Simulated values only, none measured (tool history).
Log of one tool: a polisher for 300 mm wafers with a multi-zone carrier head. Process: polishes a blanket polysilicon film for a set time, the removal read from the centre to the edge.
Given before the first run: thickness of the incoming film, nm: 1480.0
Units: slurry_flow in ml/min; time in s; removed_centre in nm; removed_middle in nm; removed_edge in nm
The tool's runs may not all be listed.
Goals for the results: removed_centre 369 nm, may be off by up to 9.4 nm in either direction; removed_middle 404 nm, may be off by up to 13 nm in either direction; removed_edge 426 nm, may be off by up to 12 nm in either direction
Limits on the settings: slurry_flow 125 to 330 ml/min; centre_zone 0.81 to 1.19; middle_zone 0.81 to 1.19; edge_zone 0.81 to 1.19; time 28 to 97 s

run,hour,slurry_flow,centre_zone,middle_zone,edge_zone,time,removed_centre,removed_middle,removed_edge
1,0,210,1,1,1,62,391.46,381.5,387.02
2,6.7,210,0.99,1.01,1.02,62,387.55,386.96,393.77
3,10.3,210,0.98,1.01,1.03,62,384.05,386.1,387.74
4,14.6,210,1.04,1.01,1.03,62,406.3,385.55,396.16
# hour 21.1: worn pad replaced by a new one
5,21.1,210,1.04,0.93,1.03,62,459.91,413.48,448.85
6,27.5,210,1.04,0.93,0.95,62,460.43,410.89,427.59
7,29.2,200,1.01,0.93,0.95,63,455.31,410.87,435.53
8,33.1,205,0.98,0.93,0.96,63,439.91,415.67,440.99
9,41.1,200,0.96,0.93,0.96,63,427.37,416.14,427.02
10,45.6,140,0.86,0.92,1.06,63,354.94,390.01,437.27
11,54.3,140,0.86,0.92,1.06,63,359.99,391.38,441.91

4 next moves are on the table. One of them brings every result within its allowed miss. Which?
A,63,150,0.85,0.83,1.14,63,?,?,?
B,63,140,0.96,0.9,1.06,61,?,?,?
C,63,170,0.9,1,1.08,60,?,?,?
D,63,145,0.98,0.95,0.95,59,?,?,?

move,removed_centre,removed_middle,removed_edge
A,362.47,364.96,462.74
B,391.25,369.95,427.54
C,375.01,407.51,434.59
D,389.4,374.98,393.8
A: lands further from the targets than the last run did
B: meets the target for the result that was furthest off, but another lies outside its allowed miss
C: meets every target
D: takes the result that was furthest off past its target
Move C is the one to make.
